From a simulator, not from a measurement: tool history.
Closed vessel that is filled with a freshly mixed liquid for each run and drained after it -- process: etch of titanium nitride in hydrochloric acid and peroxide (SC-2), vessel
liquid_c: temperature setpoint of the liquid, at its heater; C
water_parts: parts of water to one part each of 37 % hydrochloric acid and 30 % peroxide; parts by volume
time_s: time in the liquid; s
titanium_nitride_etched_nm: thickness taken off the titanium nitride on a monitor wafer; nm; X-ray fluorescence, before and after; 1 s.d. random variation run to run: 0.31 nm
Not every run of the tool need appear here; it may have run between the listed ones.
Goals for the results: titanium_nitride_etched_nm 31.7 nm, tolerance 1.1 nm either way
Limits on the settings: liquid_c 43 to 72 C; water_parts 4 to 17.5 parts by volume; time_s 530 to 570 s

run,day,liquid_c,water_parts,time_s,titanium_nitride_etched_nm
1,0,59,9.5,530,36.46
2,0.208,59,9.5,570,40.032
3,0.454,59,9.5,570,39.88
4,0.667,59,9.5,570,39.773
5,1.017,59,8,570,45.657
6,1.333,59,5,570,65.334
7,1.579,55.5,5,570,52.406
8,1.617,55.5,5,570,52.767
9,1.821,52.5,5,570,43.095
10,2.042,47,5,570,29.66
11,2.404,47,5,570,29.513

Which of these 5 next moves meets every target?
A,2.767,48,4.5,560,?
B,2.767,47.5,4.5,555,?
C,2.767,44.5,4.5,570,?
D,2.767,50.5,7.5,530,?
E,2.767,45,4.5,540,?

move,titanium_nitride_etched_nm
A,33.32
B,31.925
C,26.708
D,25.51
E,26.189
A: the result that was furthest off in the last run now lies on the other side of its target
B: every result lands within tolerance
C: moves away from the targets compared with the last run
D: moves away from the targets compared with the last run
E: moves away from the targets compared with the last run
The move that meets every target is B.
